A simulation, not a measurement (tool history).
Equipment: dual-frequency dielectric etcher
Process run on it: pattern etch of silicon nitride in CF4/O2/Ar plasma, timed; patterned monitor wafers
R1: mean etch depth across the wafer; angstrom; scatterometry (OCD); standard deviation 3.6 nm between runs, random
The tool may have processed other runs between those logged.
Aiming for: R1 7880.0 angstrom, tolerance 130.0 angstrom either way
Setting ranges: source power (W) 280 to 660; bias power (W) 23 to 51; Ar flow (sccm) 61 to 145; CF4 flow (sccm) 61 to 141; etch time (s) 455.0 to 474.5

run 1 hour=0.0 | source_power_(W)=470 bias_power_(W)=37 Ar_flow_(sccm)=103 CF4_flow_(sccm)=101 etch_time_(s)=455.0 | R1=7347.7
run 2 hour=8.7 | source_power_(W)=470 bias_power_(W)=37 Ar_flow_(sccm)=103 CF4_flow_(sccm)=101 etch_time_(s)=455.0 | R1=7305.7
run 3 hour=15.3 | source_power_(W)=470 bias_power_(W)=39 Ar_flow_(sccm)=103 CF4_flow_(sccm)=101 etch_time_(s)=455.0 | R1=7427.4
run 4 hour=21.8 | source_power_(W)=480 bias_power_(W)=39 Ar_flow_(sccm)=103 CF4_flow_(sccm)=101 etch_time_(s)=455.0 | R1=7549.3
run 5 hour=28.5 | source_power_(W)=490 bias_power_(W)=39 Ar_flow_(sccm)=103 CF4_flow_(sccm)=101 etch_time_(s)=455.0 | R1=7672.2
run 6 hour=32.4 | source_power_(W)=490 bias_power_(W)=39 Ar_flow_(sccm)=103 CF4_flow_(sccm)=87 etch_time_(s)=455.0 | R1=7447.0
run 7 hour=40.2 | source_power_(W)=500 bias_power_(W)=39 Ar_flow_(sccm)=103 CF4_flow_(sccm)=87 etch_time_(s)=455.0 | R1=7539.3
run 8 hour=43.5 | source_power_(W)=510 bias_power_(W)=39 Ar_flow_(sccm)=103 CF4_flow_(sccm)=87 etch_time_(s)=455.0 | R1=7650.7

Of the 4 settings listed for the next run, only one would bring every result within its allowed miss of target. Which one?
run A hour=46.8 | source_power_(W)=470 bias_power_(W)=40 Ar_flow_(sccm)=98 CF4_flow_(sccm)=85 etch_time_(s)=463.5 | R1=?
run B hour=46.8 | source_power_(W)=490 bias_power_(W)=36 Ar_flow_(sccm)=101 CF4_flow_(sccm)=88 etch_time_(s)=470.5 | R1=?
run C hour=46.8 | source_power_(W)=490 bias_power_(W)=37 Ar_flow_(sccm)=111 CF4_flow_(sccm)=94 etch_time_(s)=467.5 | R1=?
run D hour=46.8 | source_power_(W)=510 bias_power_(W)=37 Ar_flow_(sccm)=106 CF4_flow_(sccm)=88 etch_time_(s)=474.0 | R1=?

move=A R1=7414.4
move=B R1=7486.8
move=C R1=7575.0
move=D R1=7840.8
A: the biggest miss grows against the last run
B: the biggest miss grows against the last run
C: the biggest miss grows against the last run
D: each result inside its tolerance
Answer: D
